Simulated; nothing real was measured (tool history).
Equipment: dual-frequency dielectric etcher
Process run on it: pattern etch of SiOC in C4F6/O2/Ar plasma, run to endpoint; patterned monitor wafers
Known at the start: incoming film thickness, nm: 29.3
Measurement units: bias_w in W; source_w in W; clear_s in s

Run 1, hour 0.0: bias_w 576 W, source_w 440 W. Result: clear_s 9.3990 s.
Run 2, hour 4.1: bias_w 679 W, source_w 440 W. Result: clear_s 9.0858 s.
Run 3, hour 5.8: bias_w 644 W, source_w 440 W. Result: clear_s 9.2801 s.
Run 4, hour 13.9: bias_w 725 W, source_w 440 W. Result: clear_s 9.0460 s.
Run 5, hour 20.1: bias_w 768 W, source_w 440 W. Result: clear_s 8.8959 s.
Run 6, hour 22.1: bias_w 722 W, source_w 410 W. Result: clear_s 9.3207 s.
Run 7, hour 30.9: bias_w 687 W, source_w 390 W. Result: clear_s 9.3632 s.
Run 8, hour 36.1: bias_w 648 W, source_w 360 W. Result: clear_s 9.8364 s.
Run 9, hour 38.7: bias_w 648 W, source_w 360 W. Result: clear_s 9.8285 s.
Run 10, hour 40.6: bias_w 627 W, source_w 350 W. Result: clear_s 10.0670 s.
Run 11, hour 43.5: bias_w 613 W, source_w 340 W. Result: clear_s 10.2490 s.
Run 12, hour 48.4: bias_w 605 W, source_w 340 W. Result: clear_s 10.2430 s.

Run 13 comes next. What will it give?
Run 13, hour 51.7: bias_w 597 W, source_w 340 W. Result: clear_s ?.

Logged for run 13: clear_s 10.1590 s.

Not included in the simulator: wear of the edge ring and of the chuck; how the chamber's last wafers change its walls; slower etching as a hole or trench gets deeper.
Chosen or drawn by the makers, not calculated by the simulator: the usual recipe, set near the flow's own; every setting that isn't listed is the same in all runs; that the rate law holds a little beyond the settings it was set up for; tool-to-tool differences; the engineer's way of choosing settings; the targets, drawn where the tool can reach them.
